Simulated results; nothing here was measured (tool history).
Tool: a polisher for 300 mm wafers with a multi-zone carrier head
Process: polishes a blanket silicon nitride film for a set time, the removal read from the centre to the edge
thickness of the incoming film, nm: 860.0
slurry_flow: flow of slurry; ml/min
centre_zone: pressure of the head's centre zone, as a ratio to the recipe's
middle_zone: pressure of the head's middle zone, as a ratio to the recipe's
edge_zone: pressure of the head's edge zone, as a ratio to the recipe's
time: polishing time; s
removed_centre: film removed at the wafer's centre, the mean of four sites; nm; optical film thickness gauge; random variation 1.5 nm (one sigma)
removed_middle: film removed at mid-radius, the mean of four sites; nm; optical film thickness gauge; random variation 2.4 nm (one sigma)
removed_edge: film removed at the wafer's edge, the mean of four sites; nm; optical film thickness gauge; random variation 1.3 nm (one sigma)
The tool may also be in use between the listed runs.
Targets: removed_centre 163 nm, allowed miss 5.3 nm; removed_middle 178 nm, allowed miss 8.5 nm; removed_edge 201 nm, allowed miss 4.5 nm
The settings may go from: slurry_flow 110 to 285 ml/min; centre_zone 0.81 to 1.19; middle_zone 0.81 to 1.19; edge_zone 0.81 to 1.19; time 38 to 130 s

run	hour	slurry_flow	centre_zone	middle_zone	edge_zone	time	removed_centre	removed_middle	removed_edge
1	0	180	1	1	1	84	159.27	171.53	165.21
2	0.6	200	0.97	0.97	1.07	86	162.79	171.92	178.54
3	3	200	0.97	0.97	1.07	94	176.54	185.06	196.53
4	9.8	240	0.97	0.97	1.07	94	183.72	187.8	198.64
# hour 11.7: slurry nozzle cleaned
5	11.7	240	0.97	0.89	1.07	94	190.74	182.97	204.11
6	15.7	220	0.94	0.89	1.07	94	180.81	178.6	200.13
7	22.8	210	0.92	0.9	1.08	94	174.38	183.39	200.95
8	28.8	200	0.91	0.89	1.09	94	171.68	182.77	200.76
9	30	195	0.9	0.88	1.1	94	166.38	173.28	202.14
10	34	195	0.9	0.89	1.1	94	164.94	180.79	201.33

Which of these 4 next moves meets every target?
A	38	205	0.85	0.97	1.09	94	?	?	?
B	38	135	0.87	0.9	1.03	97	?	?	?
C	38	215	0.89	0.89	1.13	91	?	?	?
D	38	115	0.84	0.93	1.16	101	?	?	?

move	removed_centre	removed_middle	removed_edge
A	162.55	195.17	201.99
B	159.87	177.64	193.78
C	165.86	176.86	200.26
D	155.39	184.55	209.74
A: brings the result that was furthest off to its target, and leaves another outside
B: brings the result that was furthest off to its target, and leaves another outside
C: meets every target
D: takes the result that was furthest off past its target
The right move is C.
